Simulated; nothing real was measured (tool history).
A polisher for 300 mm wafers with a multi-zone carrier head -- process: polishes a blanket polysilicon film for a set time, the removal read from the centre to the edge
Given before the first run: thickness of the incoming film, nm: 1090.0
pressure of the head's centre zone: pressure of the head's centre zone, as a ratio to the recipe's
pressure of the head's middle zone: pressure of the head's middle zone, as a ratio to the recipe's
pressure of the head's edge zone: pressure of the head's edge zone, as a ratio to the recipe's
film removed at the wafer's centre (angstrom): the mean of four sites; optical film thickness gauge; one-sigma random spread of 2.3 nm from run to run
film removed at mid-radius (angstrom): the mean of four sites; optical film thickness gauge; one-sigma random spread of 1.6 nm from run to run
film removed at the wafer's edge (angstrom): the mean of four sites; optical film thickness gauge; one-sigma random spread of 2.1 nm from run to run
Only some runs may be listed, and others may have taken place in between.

run	hour	flow of slurry (ml/min)	pressure of the head's centre zone	pressure of the head's middle zone	pressure of the head's edge zone	polishing time (s)	film removed at the wafer's centre (angstrom)	film removed at mid-radius (angstrom)	film removed at the wafer's edge (angstrom)
1	0	215	1	1	1	69	2747	2749.6	2626.6
2	2.8	215	1	1	1.06	69	2759.7	2703.1	2650
3	9.9	210	0.97	1	1.04	59	2247.2	2325.5	2291.9
4	16.8	210	0.97	1	1.01	53	2025.1	2093.2	1992
5	23.6	175	0.97	1	1.01	53	1993	2020.3	1976.9
6	26.6	175	0.9	1	1.01	53	1847.8	2029	1959
7	34	170	0.85	0.92	0.91	46	1490.9	1657.5	1614.6
8	40.3	180	0.86	0.93	0.92	46	1530.3	1649.4	1635.7

Predict the results of run 9:
9	47.7	185	0.87	0.94	0.92	46	?	?	?

film removed at the wafer's centre (angstrom): 1558.5
film removed at mid-radius (angstrom): 1665.1
film removed at the wafer's edge (angstrom): 1658.1
